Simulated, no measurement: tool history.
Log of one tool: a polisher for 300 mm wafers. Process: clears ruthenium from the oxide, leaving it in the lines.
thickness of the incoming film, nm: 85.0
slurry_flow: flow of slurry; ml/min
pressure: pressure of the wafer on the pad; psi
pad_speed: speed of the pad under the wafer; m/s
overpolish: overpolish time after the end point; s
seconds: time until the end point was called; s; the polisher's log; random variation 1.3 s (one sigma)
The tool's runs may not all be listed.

| run | hour | slurry_flow | pressure | pad_speed | overpolish | seconds |
|---|---|---|---|---|---|---|
| 1 | 0.0 | 155 | 1.7 | 0.76 | 31 | 124.75 |
| 2 | 8.2 | 155 | 1.8 | 0.76 | 31 | 116.45 |
| 3 | 16.9 | 155 | 1.8 | 0.58 | 31 | 154.56 |
| 4 | 20.8 | 155 | 1.8 | 0.58 | 34 | 148.39 |
| 5 | 26.3 | 155 | 2.0 | 0.58 | 34 | 137.07 |
| 6 | 31.8 | 155 | 2.2 | 0.58 | 34 | 124.37 |

Forecast run 7:
| 7 | 37.7 | 155 | 2.4 | 0.58 | 34 | ? |

seconds: 111.86 s

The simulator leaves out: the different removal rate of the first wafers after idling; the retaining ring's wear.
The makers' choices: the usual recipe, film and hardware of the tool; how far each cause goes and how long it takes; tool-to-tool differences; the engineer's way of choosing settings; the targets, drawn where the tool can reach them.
